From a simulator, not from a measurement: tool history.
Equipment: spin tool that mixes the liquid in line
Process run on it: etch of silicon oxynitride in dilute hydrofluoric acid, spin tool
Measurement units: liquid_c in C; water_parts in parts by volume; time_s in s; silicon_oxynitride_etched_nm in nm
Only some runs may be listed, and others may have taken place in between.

run  hour  liquid_c  water_parts  time_s  silicon_oxynitride_etched_nm
  1   0.0      26.0          170      65                        1.3434
  2   3.6      28.0          155      65                        1.6426
  3   9.2      29.5          145      65                        1.9129
  4  12.8      32.0          145      65                        2.1320
  5  19.9      32.5          140      65                        2.2264
  6  21.5      32.5          140      65                        2.2030

Run 7 is up next; what results do you expect?
  7  25.2      33.0          135      65                             ?

silicon_oxynitride_etched_nm: 2.3815 nm
